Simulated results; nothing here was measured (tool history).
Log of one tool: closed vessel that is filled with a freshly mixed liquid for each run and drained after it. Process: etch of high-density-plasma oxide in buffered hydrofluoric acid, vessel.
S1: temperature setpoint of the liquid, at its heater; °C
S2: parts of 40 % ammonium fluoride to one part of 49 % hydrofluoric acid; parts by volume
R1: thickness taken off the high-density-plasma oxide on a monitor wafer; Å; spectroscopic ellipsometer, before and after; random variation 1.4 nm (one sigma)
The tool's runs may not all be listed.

run 1 hour=0.0 | S1=23.0 S2=18.5 time_in_the_liquid_(s)=90 | R1=633.95
run 2 hour=3.6 | S1=25.0 S2=16.0 time_in_the_liquid_(s)=90 | R1=813.21
run 3 hour=7.0 | S1=26.5 S2=14.5 time_in_the_liquid_(s)=90 | R1=974.31
run 4 hour=8.2 | S1=27.5 S2=13.5 time_in_the_liquid_(s)=90 | R1=1107.80
run 5 hour=10.9 | S1=28.5 S2=13.0 time_in_the_liquid_(s)=90 | R1=1234.60
run 6 hour=15.7 | S1=29.0 S2=13.0 time_in_the_liquid_(s)=90 | R1=1257.50
run 7 hour=21.6 | S1=29.5 S2=12.5 time_in_the_liquid_(s)=90 | R1=1330.80
run 8 hour=29.0 | S1=30.0 S2=12.0 time_in_the_liquid_(s)=90 | R1=1414.50

Forecast run 9:
run 9 hour=31.1 | S1=30.5 S2=12.0 time_in_the_liquid_(s)=90 | R1=?

R1: 1448.80 Å
